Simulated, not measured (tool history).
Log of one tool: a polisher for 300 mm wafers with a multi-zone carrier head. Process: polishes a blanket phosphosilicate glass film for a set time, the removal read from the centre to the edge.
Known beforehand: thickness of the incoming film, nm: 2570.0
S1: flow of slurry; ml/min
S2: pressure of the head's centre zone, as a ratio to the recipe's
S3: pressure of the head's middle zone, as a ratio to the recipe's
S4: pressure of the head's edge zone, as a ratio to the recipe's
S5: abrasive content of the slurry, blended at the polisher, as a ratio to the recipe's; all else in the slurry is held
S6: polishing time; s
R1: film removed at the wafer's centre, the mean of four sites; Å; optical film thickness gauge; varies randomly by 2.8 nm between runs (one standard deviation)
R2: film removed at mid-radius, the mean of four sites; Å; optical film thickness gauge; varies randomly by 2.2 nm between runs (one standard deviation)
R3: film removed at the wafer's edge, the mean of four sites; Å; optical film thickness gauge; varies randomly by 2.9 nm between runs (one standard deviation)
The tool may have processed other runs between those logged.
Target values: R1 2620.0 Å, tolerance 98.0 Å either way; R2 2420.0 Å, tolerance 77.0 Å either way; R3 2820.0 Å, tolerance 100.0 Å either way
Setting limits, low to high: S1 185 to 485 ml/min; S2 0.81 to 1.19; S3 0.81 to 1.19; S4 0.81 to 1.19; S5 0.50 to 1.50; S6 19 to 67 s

{"run": 1, "day": 0.0, "S1": 310, "S2": 1.0, "S3": 1.0, "S4": 1.0, "S5": 1.0, "S6": 43, "R1": 2026.0, "R2": 2109.2, "R3": 2090.7}
{"run": 2, "day": 0.146, "S1": 310, "S2": 1.0, "S3": 1.0, "S4": 1.0, "S5": 1.15, "S6": 43, "R1": 2287.5, "R2": 2248.3, "R3": 2257.2}
{"run": 3, "day": 0.192, "S1": 310, "S2": 0.99, "S3": 0.99, "S4": 1.04, "S5": 1.2, "S6": 43, "R1": 2274.6, "R2": 2260.2, "R3": 2354.4}
{"run": 4, "day": 0.421, "S1": 315, "S2": 1.0, "S3": 0.99, "S4": 1.07, "S5": 1.25, "S6": 43, "R1": 2345.0, "R2": 2332.9, "R3": 2441.2}
{"run": 5, "day": 0.488, "S1": 315, "S2": 1.0, "S3": 0.99, "S4": 1.02, "S5": 1.25, "S6": 43, "R1": 2336.0, "R2": 2331.0, "R3": 2365.3}
{"day": 0.817, "done": "slurry nozzle cleaned"}
{"run": 6, "day": 0.817, "S1": 315, "S2": 1.0, "S3": 0.99, "S4": 1.02, "S5": 1.15, "S6": 43, "R1": 2269.2, "R2": 2279.0, "R3": 2265.1}
{"run": 7, "day": 0.933, "S1": 310, "S2": 1.0, "S3": 0.98, "S4": 1.05, "S5": 1.2, "S6": 43, "R1": 2341.5, "R2": 2277.9, "R3": 2420.3}
{"run": 8, "day": 0.958, "S1": 310, "S2": 1.01, "S3": 0.98, "S4": 1.08, "S5": 1.2, "S6": 43, "R1": 2366.5, "R2": 2290.8, "R3": 2433.8}

Which of these 5 next moves meets every target?
{"run": "A", "day": 0.983, "S1": 255, "S2": 1.0, "S3": 0.9, "S4": 1.13, "S5": 1.2, "S6": 49, "R1": "?", "R2": "?", "R3": "?"}
{"run": "B", "day": 0.983, "S1": 310, "S2": 0.98, "S3": 0.86, "S4": 1.07, "S5": 1.05, "S6": 58, "R1": "?", "R2": "?", "R3": "?"}
{"run": "C", "day": 0.983, "S1": 335, "S2": 0.99, "S3": 0.82, "S4": 1.19, "S5": 1.15, "S6": 53, "R1": "?", "R2": "?", "R3": "?"}
{"run": "D", "day": 0.983, "S1": 285, "S2": 1.01, "S3": 0.89, "S4": 1.14, "S5": 1.3, "S6": 51, "R1": "?", "R2": "?", "R3": "?"}
{"run": "E", "day": 0.983, "S1": 245, "S2": 1.04, "S3": 0.84, "S4": 1.13, "S5": 1.4, "S6": 49, "R1": "?", "R2": "?", "R3": "?"}

move=A R1=2526.4 R2=2389.6 R3=2762.2
move=B R1=2807.0 R2=2600.7 R3=3024.6
move=C R1=2725.4 R2=2404.6 R3=3068.4
move=D R1=2781.0 R2=2579.8 R3=3016.5
move=E R1=2783.9 R2=2401.9 R3=2944.8
A: meets every target
B: takes the biggest miss from the last run beyond its target
C: takes the biggest miss from the last run beyond its target
D: takes the biggest miss from the last run beyond its target
E: takes the biggest miss from the last run beyond its target
A is the move that brings every result within its allowed miss.
